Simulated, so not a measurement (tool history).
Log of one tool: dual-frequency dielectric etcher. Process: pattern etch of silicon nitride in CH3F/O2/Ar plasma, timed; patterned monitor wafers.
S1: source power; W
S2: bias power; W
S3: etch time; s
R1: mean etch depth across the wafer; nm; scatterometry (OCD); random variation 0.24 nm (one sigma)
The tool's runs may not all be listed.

run	hour	S1	S2	S3	R1
1	0	530	51	60	45.012
2	7.3	530	51	60	45.66
3	14.5	480	48	60	42.412
4	17.3	480	48	60	41.846
5	21.2	480	57	60	45.485
6	27.4	440	54	60	42.997
7	31.7	440	54	60	42.76

Forecast run 8:
8	32.9	410	52	60	?

{"run 8": {"R1": 40.502}}

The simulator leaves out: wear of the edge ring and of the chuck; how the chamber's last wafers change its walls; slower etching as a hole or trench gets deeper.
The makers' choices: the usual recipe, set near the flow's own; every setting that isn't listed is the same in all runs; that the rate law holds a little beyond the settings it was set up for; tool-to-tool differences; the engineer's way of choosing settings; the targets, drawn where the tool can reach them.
